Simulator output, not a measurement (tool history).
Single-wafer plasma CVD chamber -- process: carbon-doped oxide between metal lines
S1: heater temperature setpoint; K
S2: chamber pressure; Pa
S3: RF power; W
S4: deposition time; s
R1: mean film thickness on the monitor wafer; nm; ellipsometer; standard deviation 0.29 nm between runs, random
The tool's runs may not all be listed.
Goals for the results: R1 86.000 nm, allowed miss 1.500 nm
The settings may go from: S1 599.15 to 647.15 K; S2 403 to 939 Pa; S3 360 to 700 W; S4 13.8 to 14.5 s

Run 1, day 0.000: S1 623.15 K, S2 671 Pa, S3 530 W, S4 14.5 s. Result: R1 78.403 nm.
Run 2, day 0.104: S1 622.15 K, S2 687 Pa, S3 535 W, S4 14.5 s. Result: R1 79.788 nm.
Run 3, day 0.233: S1 620.15 K, S2 697 Pa, S3 535 W, S4 14.5 s. Result: R1 80.545 nm.
Run 4, day 0.471: S1 619.15 K, S2 705 Pa, S3 535 W, S4 14.5 s. Result: R1 80.739 nm.
Run 5, day 0.496: S1 625.15 K, S2 705 Pa, S3 535 W, S4 14.5 s. Result: R1 79.428 nm.
Run 6, day 0.658: S1 625.15 K, S2 627 Pa, S3 535 W, S4 14.5 s. Result: R1 78.012 nm.
Run 7, day 0.858: S1 623.15 K, S2 644 Pa, S3 540 W, S4 14.5 s. Result: R1 79.273 nm.
Run 8, day 1.096: S1 622.15 K, S2 657 Pa, S3 540 W, S4 14.5 s. Result: R1 79.199 nm.
Run 9, day 1.121: S1 621.15 K, S2 675 Pa, S3 540 W, S4 14.5 s. Result: R1 80.050 nm.
Run 10, day 1.358: S1 620.15 K, S2 689 Pa, S3 540 W, S4 14.5 s. Result: R1 80.433 nm.
Run 11, day 1.417: S1 619.15 K, S2 704 Pa, S3 540 W, S4 14.5 s. Result: R1 80.727 nm.
Run 12, day 1.762: S1 618.15 K, S2 719 Pa, S3 545 W, S4 14.5 s. Result: R1 81.700 nm.
Run 13, day 1.933: S1 617.15 K, S2 729 Pa, S3 545 W, S4 14.5 s. Result: R1 82.410 nm.
Run 14, day 1.988: S1 616.15 K, S2 737 Pa, S3 545 W, S4 14.5 s. Result: R1 82.603 nm.
Run 15, day 2.250: S1 615.15 K, S2 745 Pa, S3 545 W, S4 14.5 s. Result: R1 82.783 nm.
Run 16, day 2.458: S1 614.15 K, S2 753 Pa, S3 545 W, S4 14.5 s. Result: R1 82.714 nm.
Run 17, day 2.538: S1 614.15 K, S2 763 Pa, S3 545 W, S4 14.5 s. Result: R1 83.548 nm.
Run 18, day 2.679: S1 614.15 K, S2 763 Pa, S3 545 W, S4 14.5 s. Result: R1 83.668 nm.
Run 19, day 2.904: S1 614.15 K, S2 768 Pa, S3 545 W, S4 14.5 s. Result: R1 83.086 nm.
Run 20, day 3.004: S1 614.15 K, S2 768 Pa, S3 545 W, S4 14.5 s. Result: R1 83.628 nm.

Which one of the following 5 next-run settings gets every result inside its allowed miss? There is exactly one.
Run A, day 3.104: S1 613.15 K, S2 713 Pa, S3 555 W, S4 14.3 s. Result: R1 ?.
Run B, day 3.104: S1 611.15 K, S2 741 Pa, S3 585 W, S4 14.3 s. Result: R1 ?.
Run C, day 3.104: S1 607.15 K, S2 776 Pa, S3 515 W, S4 13.9 s. Result: R1 ?.
Run D, day 3.104: S1 619.15 K, S2 659 Pa, S3 600 W, S4 13.8 s. Result: R1 ?.
Run E, day 3.104: S1 615.15 K, S2 731 Pa, S3 565 W, S4 14.2 s. Result: R1 ?.

move      R1
   A  82.492
   B  86.217
   C  78.481
   D  81.445
   E  82.716
A: misses by more than the last run did
B: every result within its allowed miss
C: misses by more than the last run did
D: misses by more than the last run did
E: misses by more than the last run did
So the answer is move B, the one that meets all the targets.
